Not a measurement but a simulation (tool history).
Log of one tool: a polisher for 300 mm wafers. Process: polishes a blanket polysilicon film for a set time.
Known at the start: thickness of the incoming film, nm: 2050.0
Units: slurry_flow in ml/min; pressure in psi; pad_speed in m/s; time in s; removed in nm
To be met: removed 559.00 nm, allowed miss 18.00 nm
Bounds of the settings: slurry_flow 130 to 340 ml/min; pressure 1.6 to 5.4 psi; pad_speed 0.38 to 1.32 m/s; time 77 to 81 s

{"run": 1, "hour": 0.0, "slurry_flow": 220, "pressure": 3.5, "pad_speed": 0.84, "time": 77, "removed": 781.46}
{"run": 2, "hour": 5.7, "slurry_flow": 220, "pressure": 3.3, "pad_speed": 0.84, "time": 77, "removed": 741.42}
{"run": 3, "hour": 9.9, "slurry_flow": 220, "pressure": 3.3, "pad_speed": 0.68, "time": 77, "removed": 603.96}
{"run": 4, "hour": 18.3, "slurry_flow": 220, "pressure": 3.3, "pad_speed": 0.48, "time": 77, "removed": 430.27}
{"run": 5, "hour": 22.7, "slurry_flow": 220, "pressure": 3.5, "pad_speed": 0.48, "time": 77, "removed": 458.7}
{"hour": 27.3, "done": "slurry nozzle cleaned"}
{"run": 6, "hour": 27.3, "slurry_flow": 220, "pressure": 3.6, "pad_speed": 0.48, "time": 77, "removed": 481.46}
{"run": 7, "hour": 32.0, "slurry_flow": 220, "pressure": 3.7, "pad_speed": 0.48, "time": 77, "removed": 492.32}
{"run": 8, "hour": 36.9, "slurry_flow": 220, "pressure": 3.8, "pad_speed": 0.48, "time": 77, "removed": 514.39}
{"run": 9, "hour": 40.7, "slurry_flow": 225, "pressure": 3.9, "pad_speed": 0.48, "time": 77, "removed": 528.75}
{"run": 10, "hour": 41.8, "slurry_flow": 230, "pressure": 4.0, "pad_speed": 0.48, "time": 77, "removed": 540.2}

5 next moves are on the table. One of them brings every result within its allowed miss. Which?
{"run": "A", "hour": 42.9, "slurry_flow": 215, "pressure": 4.3, "pad_speed": 0.44, "time": 77, "removed": "?"}
{"run": "B", "hour": 42.9, "slurry_flow": 215, "pressure": 4.0, "pad_speed": 0.46, "time": 77, "removed": "?"}
{"run": "C", "hour": 42.9, "slurry_flow": 285, "pressure": 4.4, "pad_speed": 0.5, "time": 77, "removed": "?"}
{"run": "D", "hour": 42.9, "slurry_flow": 180, "pressure": 3.5, "pad_speed": 0.6, "time": 77, "removed": "?"}
{"run": "E", "hour": 42.9, "slurry_flow": 205, "pressure": 3.8, "pad_speed": 0.54, "time": 81, "removed": "?"}

move=A removed=524.70
move=B removed=509.98
move=C removed=623.55
move=D removed=564.25
move=E removed=591.02
A: further off than the last run
B: further off than the last run
C: takes the result that was furthest off past its target
D: meets every target
E: takes the result that was furthest off past its target
Move D is the one to make.

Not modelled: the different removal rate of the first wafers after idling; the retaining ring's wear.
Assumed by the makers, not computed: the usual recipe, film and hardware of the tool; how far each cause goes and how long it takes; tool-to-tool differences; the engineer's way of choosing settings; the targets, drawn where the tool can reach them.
